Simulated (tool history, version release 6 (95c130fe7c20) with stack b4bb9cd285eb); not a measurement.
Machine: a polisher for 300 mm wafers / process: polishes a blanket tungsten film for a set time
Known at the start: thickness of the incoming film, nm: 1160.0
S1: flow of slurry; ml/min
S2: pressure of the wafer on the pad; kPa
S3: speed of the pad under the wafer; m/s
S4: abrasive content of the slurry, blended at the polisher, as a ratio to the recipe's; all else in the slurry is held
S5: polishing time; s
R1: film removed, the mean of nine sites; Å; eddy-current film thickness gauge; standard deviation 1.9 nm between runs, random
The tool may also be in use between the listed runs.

| run | day | S1 | S2 | S3 | S4 | S5 | R1 |
|---|---|---|---|---|---|---|---|
| 1 | 0.000 | 200 | 33.1 | 0.98 | 1.0 | 76 | 4393.6 |
| 2 | 0.354 | 200 | 33.1 | 0.80 | 1.0 | 76 | 3827.6 |
| 3 | 0.625 | 200 | 29.6 | 0.80 | 1.0 | 76 | 3442.0 |
| 4 | 0.858 | 200 | 26.9 | 0.80 | 1.0 | 76 | 3131.7 |
| 5 | 1.229 | 200 | 30.3 | 0.80 | 1.0 | 76 | 3548.5 |
| 6 | 1.258 | 200 | 30.3 | 0.80 | 1.1 | 76 | 3570.7 |

Run 7 is up next; what results do you expect?
| 7 | 1.467 | 200 | 27.6 | 0.80 | 1.1 | 76 | ? |

R1: 3351.1 Å
